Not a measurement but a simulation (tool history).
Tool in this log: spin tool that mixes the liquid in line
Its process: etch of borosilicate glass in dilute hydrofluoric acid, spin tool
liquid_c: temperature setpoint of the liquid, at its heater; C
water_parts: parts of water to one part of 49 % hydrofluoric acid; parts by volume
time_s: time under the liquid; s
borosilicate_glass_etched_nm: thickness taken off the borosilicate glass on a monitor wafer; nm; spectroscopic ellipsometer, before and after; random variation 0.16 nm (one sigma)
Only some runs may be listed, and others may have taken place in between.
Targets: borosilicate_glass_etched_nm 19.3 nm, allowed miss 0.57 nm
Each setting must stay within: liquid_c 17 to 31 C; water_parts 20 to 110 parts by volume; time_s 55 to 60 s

{"run": 1, "hour": 0.0, "liquid_c": 23, "water_parts": 60, "time_s": 55, "borosilicate_glass_etched_nm": 24.89}
{"run": 2, "hour": 4.1, "liquid_c": 22, "water_parts": 60, "time_s": 55, "borosilicate_glass_etched_nm": 23.588}
{"run": 3, "hour": 5.2, "liquid_c": 21.5, "water_parts": 60, "time_s": 55, "borosilicate_glass_etched_nm": 23.003}
{"run": 4, "hour": 8.4, "liquid_c": 24, "water_parts": 60, "time_s": 55, "borosilicate_glass_etched_nm": 25.997}
{"run": 5, "hour": 10.6, "liquid_c": 23, "water_parts": 60, "time_s": 55, "borosilicate_glass_etched_nm": 24.486}
{"run": 6, "hour": 17.8, "liquid_c": 23, "water_parts": 60, "time_s": 60, "borosilicate_glass_etched_nm": 26.771}
{"run": 7, "hour": 22.8, "liquid_c": 22, "water_parts": 60, "time_s": 60, "borosilicate_glass_etched_nm": 26.037}
{"run": 8, "hour": 28.1, "liquid_c": 21, "water_parts": 60, "time_s": 60, "borosilicate_glass_etched_nm": 24.676}
{"run": 9, "hour": 33.8, "liquid_c": 20.5, "water_parts": 60, "time_s": 60, "borosilicate_glass_etched_nm": 23.871}
{"run": 10, "hour": 36.2, "liquid_c": 20.5, "water_parts": 60, "time_s": 60, "borosilicate_glass_etched_nm": 24.332}
{"run": 11, "hour": 38.1, "liquid_c": 20.5, "water_parts": 60, "time_s": 60, "borosilicate_glass_etched_nm": 24.199}
{"run": 12, "hour": 40.2, "liquid_c": 20, "water_parts": 60, "time_s": 60, "borosilicate_glass_etched_nm": 23.636}

4 next moves are on the table. One of them brings every result within its allowed miss. Which?
{"run": "A", "hour": 42.3, "liquid_c": 22.5, "water_parts": 55, "time_s": 60, "borosilicate_glass_etched_nm": "?"}
{"run": "B", "hour": 42.3, "liquid_c": 17, "water_parts": 60, "time_s": 55, "borosilicate_glass_etched_nm": "?"}
{"run": "C", "hour": 42.3, "liquid_c": 21, "water_parts": 50, "time_s": 60, "borosilicate_glass_etched_nm": "?"}
{"run": "D", "hour": 42.3, "liquid_c": 22.5, "water_parts": 50, "time_s": 60, "borosilicate_glass_etched_nm": "?"}

move=A borosilicate_glass_etched_nm=28.961
move=B borosilicate_glass_etched_nm=19.166
move=C borosilicate_glass_etched_nm=30.108
move=D borosilicate_glass_etched_nm=32.061
A: further off than the last run
B: in spec on every target
C: further off than the last run
D: further off than the last run
Correct choice: B, which meets every target
